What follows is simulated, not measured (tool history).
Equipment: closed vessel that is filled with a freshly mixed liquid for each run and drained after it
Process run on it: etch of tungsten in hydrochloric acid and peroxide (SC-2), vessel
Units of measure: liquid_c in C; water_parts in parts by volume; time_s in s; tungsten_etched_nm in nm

| run | day | liquid_c | water_parts | time_s | tungsten_etched_nm |
|---|---|---|---|---|---|
| 1 | 0.000 | 46.0 | 5.0 | 30 | 11.1870 |
| 2 | 0.288 | 46.0 | 4.5 | 30 | 12.1460 |
| 3 | 0.533 | 45.5 | 4.5 | 30 | 11.7220 |
| 4 | 0.575 | 45.0 | 4.5 | 30 | 11.3250 |
| 5 | 0.933 | 40.5 | 4.5 | 30 | 8.2724 |
| 6 | 0.975 | 35.0 | 4.5 | 30 | 5.5745 |
| 7 | 1.146 | 35.5 | 4.5 | 30 | 5.7842 |
| 8 | 1.204 | 36.0 | 4.5 | 30 | 5.9874 |
| 9 | 1.479 | 36.5 | 4.5 | 30 | 6.2073 |
|  | 1.867 | thermometer replaced |
| 10 | 1.867 | 37.0 | 4.5 | 30 | 5.8405 |
| 11 | 2.212 | 37.5 | 4.5 | 30 | 6.0124 |
| 12 | 2.517 | 38.0 | 4.5 | 30 | 6.2853 |
| 13 | 2.704 | 38.5 | 4.5 | 30 | 6.4953 |
| 14 | 2.942 | 39.0 | 4.5 | 30 | 6.7728 |
| 15 | 3.108 | 39.5 | 4.5 | 30 | 7.0752 |
| 16 | 3.450 | 40.0 | 4.5 | 30 | 7.2770 |

Run 17, settings as shown, results not yet in. Your forecast:
| 17 | 3.704 | 40.5 | 4.5 | 30 | ? |

tungsten_etched_nm: 7.3864 nm
